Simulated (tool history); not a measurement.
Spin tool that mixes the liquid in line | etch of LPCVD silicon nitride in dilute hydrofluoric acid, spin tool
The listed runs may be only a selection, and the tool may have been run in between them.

run	hour	temperature setpoint of the liquid (K)	parts of water to one part of 49 % hydrofluoric acid (parts by volume)	time under the liquid (s)	thickness taken off the LPCVD silicon nitride on a monitor wafer (nm)
1	0.0	295.15	55	325	2.2172
2	1.5	296.15	50	330	2.6172
3	8.7	294.65	50	330	2.3485
4	11.5	294.65	50	345	2.5304
5	20.1	291.65	50	345	2.0143
6	25.5	293.15	45	345	2.5118
7	32.9	294.65	40	345	2.9872
8	39.2	295.65	35	345	3.6807
9	41.4	295.65	35	345	3.9665
10	43.4	296.65	35	345	4.0954
11	49.0	297.65	35	345	4.3534
12	51.2	297.65	35	345	4.4449
# hour 57.0: thermometer replaced
13	57.0	298.65	35	345	5.4365
14	65.8	299.15	35	345	5.5909
15	70.5	299.65	35	345	5.8045
16	71.9	300.15	35	345	5.8478

Forecast run 17:
17	74.1	300.15	35	345	?

Run 17 yielded thickness taken off the LPCVD silicon nitride on a monitor wafer (nm) 6.0501.

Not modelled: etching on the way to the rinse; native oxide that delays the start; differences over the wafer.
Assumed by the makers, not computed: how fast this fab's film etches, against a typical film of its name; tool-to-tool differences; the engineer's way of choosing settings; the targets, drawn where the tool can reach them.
